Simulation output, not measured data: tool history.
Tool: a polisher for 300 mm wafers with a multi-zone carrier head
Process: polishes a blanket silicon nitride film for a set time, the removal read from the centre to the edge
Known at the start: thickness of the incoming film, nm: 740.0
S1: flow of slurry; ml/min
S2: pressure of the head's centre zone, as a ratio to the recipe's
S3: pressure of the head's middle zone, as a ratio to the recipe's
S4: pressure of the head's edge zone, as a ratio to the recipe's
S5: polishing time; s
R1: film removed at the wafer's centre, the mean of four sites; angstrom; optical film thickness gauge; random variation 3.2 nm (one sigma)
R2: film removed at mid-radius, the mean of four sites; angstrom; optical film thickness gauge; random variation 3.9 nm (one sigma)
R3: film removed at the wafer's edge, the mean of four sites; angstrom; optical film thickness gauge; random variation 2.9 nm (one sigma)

run 1 hour=0.0 | S1=195 S2=1.00 S3=1.00 S4=1.00 S5=66 | R1=2000.9 R2=1946.6 R3=2003.4
run 2 hour=5.9 | S1=155 S2=1.00 S3=1.00 S4=1.00 S5=66 | R1=1873.0 R2=1803.2 R3=1978.9
run 3 hour=6.9 | S1=185 S2=1.00 S3=1.00 S4=1.00 S5=66 | R1=1984.8 R2=1936.3 R3=2002.9
run 4 hour=9.4 | S1=150 S2=1.00 S3=1.00 S4=1.00 S5=66 | R1=1849.5 R2=1819.5 R3=1964.5
run 5 hour=11.7 | S1=150 S2=1.00 S3=1.00 S4=1.00 S5=80 | R1=2303.3 R2=2243.2 R3=2365.6
run 6 hour=19.8 | S1=150 S2=1.00 S3=0.97 S4=1.00 S5=80 | R1=2250.7 R2=2145.8 R3=2351.1
run 7 hour=20.6 | S1=180 S2=1.02 S3=1.03 S4=1.05 S5=82 | R1=2435.9 R2=2399.1 R3=2521.0
run 8 hour=24.9 | S1=210 S2=1.04 S3=1.07 S4=1.06 S5=85 | R1=2702.8 R2=2684.0 R3=2678.3
run 9 hour=32.1 | S1=230 S2=1.06 S3=1.10 S4=1.07 S5=87 | R1=2853.5 R2=2876.2 R3=2819.4
run 10 hour=34.5 | S1=250 S2=1.08 S3=1.13 S4=1.06 S5=88 | R1=3000.4 R2=2947.5 R3=2890.2

The next listed run, before its measurement:
run 11 hour=39.2 | S1=250 S2=1.08 S3=1.13 S4=1.06 S5=88 | R1=? R2=? R3=?

{"run 11": {"R1": 2981.6, "R2": 3058.7, "R3": 2888.3}}
